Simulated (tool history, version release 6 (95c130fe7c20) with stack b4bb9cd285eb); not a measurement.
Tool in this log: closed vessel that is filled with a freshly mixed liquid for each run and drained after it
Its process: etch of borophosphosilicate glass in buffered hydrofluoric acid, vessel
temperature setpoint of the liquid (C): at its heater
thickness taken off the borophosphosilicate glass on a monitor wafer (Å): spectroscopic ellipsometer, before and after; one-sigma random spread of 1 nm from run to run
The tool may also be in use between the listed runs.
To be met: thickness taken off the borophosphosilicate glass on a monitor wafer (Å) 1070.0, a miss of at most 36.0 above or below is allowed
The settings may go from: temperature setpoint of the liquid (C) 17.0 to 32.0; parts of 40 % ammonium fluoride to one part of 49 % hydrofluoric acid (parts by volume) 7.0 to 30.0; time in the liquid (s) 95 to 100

run  hour  temperature setpoint of the liquid (C)  parts of 40 % ammonium fluoride to one part of 49 % hydrofluoric acid (parts by volume)  time in the liquid (s)  thickness taken off the borophosphosilicate glass on a monitor wafer (Å)
  1   0.0                                    25.0                                                                                     20.0                      95                                                                    1815.1
  2   7.9                                    22.5                                                                                     21.0                      95                                                                    1533.0
  3  10.5                                    21.0                                                                                     21.5                      95                                                                    1399.6
  4  18.5                                    20.0                                                                                     22.0                      95                                                                    1285.7
  5  25.0                                    20.0                                                                                     17.5                      95                                                                    1566.4
  6  31.3                                    19.0                                                                                     19.0                      95                                                                    1369.9
  7  36.5                                    19.0                                                                                     19.0                      95                                                                    1361.1
  8  42.9                                    18.5                                                                                     20.0                      95                                                                    1282.7

Which single option among these 4 for the next run brings every result within its allowed miss of target? Just one does.
  A  49.3                                    20.0                                                                                     22.5                     100                                                                         ?
  B  49.3                                    22.5                                                                                     20.0                      95                                                                         ?
  C  49.3                                    18.5                                                                                     21.5                      95                                                                         ?
  D  49.3                                    18.0                                                                                     24.5                      95                                                                         ?

move  thickness taken off the borophosphosilicate glass on a monitor wafer (Å)
   A                                                                    1358.0
   B                                                                    1606.7
   C                                                                    1224.5
   D                                                                    1087.3
A: its largest miss is bigger than the last run's
B: its largest miss is bigger than the last run's
C: better than the last run, though not everything is in spec
D: all results in spec
D meets every target.

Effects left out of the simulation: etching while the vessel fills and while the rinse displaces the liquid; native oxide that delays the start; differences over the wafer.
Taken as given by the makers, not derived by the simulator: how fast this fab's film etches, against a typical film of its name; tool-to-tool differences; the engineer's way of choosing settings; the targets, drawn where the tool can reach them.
